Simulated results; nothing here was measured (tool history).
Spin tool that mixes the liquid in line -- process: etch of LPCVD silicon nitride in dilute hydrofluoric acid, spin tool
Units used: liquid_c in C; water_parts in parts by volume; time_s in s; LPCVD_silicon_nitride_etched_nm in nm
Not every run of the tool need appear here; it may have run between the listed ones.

run	day	liquid_c	water_parts	time_s	LPCVD_silicon_nitride_etched_nm
1	0	24	135	75	0.21712
2	0.088	25	135	75	0.23325
3	0.392	25	135	75	0.22733
4	0.725	25	135	55	0.17696
5	1.012	25	140	55	0.16872
6	1.258	25	100	55	0.22343
7	1.529	24.5	105	55	0.21174
8	1.583	24	110	55	0.19592

The next listed run, before its measurement:
9	1.658	23.5	115	55	?

{"run 9": {"LPCVD_silicon_nitride_etched_nm": 0.19013}}

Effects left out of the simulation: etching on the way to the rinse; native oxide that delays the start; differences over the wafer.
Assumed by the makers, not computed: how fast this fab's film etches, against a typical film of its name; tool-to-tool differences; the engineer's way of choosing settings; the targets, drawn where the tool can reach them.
